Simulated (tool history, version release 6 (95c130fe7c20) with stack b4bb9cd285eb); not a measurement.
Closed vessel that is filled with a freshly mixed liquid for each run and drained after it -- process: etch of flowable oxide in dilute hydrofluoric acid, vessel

run,hour,temperature setpoint of the liquid (C),parts of water to one part of 49 % hydrofluoric acid (parts by volume),time in the liquid (s),thickness taken off the flowable oxide on a monitor wafer (angstrom)
1,0,22,225,140,350.03
2,6.4,21,230,140,332.56
3,10.3,20,235,140,305.47
4,12.8,19.5,235,140,302.31
5,14.9,19.5,235,140,304.79
6,19.4,19.5,235,140,301.92
7,27.5,19,235,140,295.47

Predict the results of run 8:
8,33.6,18.5,235,140,?

Run 8 came out at thickness taken off the flowable oxide on a monitor wafer (angstrom) 289.41.

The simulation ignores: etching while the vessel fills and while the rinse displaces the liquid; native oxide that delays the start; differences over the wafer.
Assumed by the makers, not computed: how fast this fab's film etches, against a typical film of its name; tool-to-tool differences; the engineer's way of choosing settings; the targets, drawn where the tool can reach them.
